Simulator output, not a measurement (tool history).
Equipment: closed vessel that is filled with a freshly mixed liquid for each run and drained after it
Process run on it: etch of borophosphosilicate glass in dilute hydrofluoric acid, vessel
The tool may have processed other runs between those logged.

run	hour	temperature setpoint of the liquid (C)	parts of water to one part of 49 % hydrofluoric acid (parts by volume)	time in the liquid (s)	thickness taken off the borophosphosilicate glass on a monitor wafer (angstrom)
1	0	22	175	45	107.89
2	3.7	20	175	45	100.5
3	11.5	20	175	35	77.98
4	14.6	20	200	35	65.904
5	21.3	22	165	35	89.75
6	26.8	20	165	35	81.949
7	28.2	22	135	35	113.64
8	35.6	23.5	110	35	152.4
# hour 42.9: thermometer replaced
9	42.9	25	95	35	179.59

What does the tool deliver on the next run?
10	44.2	25	95	35	?

thickness taken off the borophosphosilicate glass on a monitor wafer (angstrom): 182.52
